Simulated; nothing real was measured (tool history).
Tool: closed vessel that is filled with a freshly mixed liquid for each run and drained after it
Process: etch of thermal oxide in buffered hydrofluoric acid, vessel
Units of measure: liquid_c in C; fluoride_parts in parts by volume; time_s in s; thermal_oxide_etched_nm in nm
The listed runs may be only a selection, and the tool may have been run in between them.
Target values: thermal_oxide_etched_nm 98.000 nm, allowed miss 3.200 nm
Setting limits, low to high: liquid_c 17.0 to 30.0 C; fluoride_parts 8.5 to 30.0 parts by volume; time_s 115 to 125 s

run	hour	liquid_c	fluoride_parts	time_s	thermal_oxide_etched_nm
1	0.0	22.0	23.0	115	55.669
2	7.9	23.5	22.0	115	62.021
3	16.5	27.0	22.0	115	75.261
4	20.8	27.0	27.0	115	65.675
5	27.5	27.5	25.5	115	69.540
6	36.3	27.5	25.5	125	76.238
7	39.5	28.0	24.5	125	81.271
8	42.3	28.5	24.0	125	82.242
9	45.1	29.0	23.0	125	89.018
10	47.4	29.0	22.5	125	90.415

Which one of the following 4 next-run settings gets every result inside its allowed miss? There is exactly one.
A	49.7	27.5	17.0	125	?
B	49.7	30.0	19.0	120	?
C	49.7	29.0	16.5	115	?
D	49.7	28.5	18.5	120	?

move	thermal_oxide_etched_nm
A	104.810
B	103.000
C	107.550
D	97.660
A: carries the result that was furthest off beyond its target, to the other side
B: carries the result that was furthest off beyond its target, to the other side
C: carries the result that was furthest off beyond its target, to the other side
D: every result within its allowed miss
D meets every target.
